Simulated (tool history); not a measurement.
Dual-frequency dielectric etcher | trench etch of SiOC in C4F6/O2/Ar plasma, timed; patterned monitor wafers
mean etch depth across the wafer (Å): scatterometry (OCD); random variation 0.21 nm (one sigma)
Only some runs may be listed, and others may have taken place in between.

run,hour,source power (kW),bias power (kW),etch time (s),mean etch depth across the wafer (Å)
1,0.0,0.390,0.246,21.5,492.64
2,2.3,0.370,0.239,21.5,481.22
3,4.6,0.370,0.216,21.5,459.87
4,6.5,0.360,0.213,21.5,449.36
5,7.6,0.350,0.211,21.5,442.24
6,11.5,0.340,0.210,21.5,441.46
7,19.9,0.330,0.208,21.5,440.07

For run 8, what comes out?
8,26.5,0.320,0.205,21.5,?

mean etch depth across the wafer (Å): 429.82

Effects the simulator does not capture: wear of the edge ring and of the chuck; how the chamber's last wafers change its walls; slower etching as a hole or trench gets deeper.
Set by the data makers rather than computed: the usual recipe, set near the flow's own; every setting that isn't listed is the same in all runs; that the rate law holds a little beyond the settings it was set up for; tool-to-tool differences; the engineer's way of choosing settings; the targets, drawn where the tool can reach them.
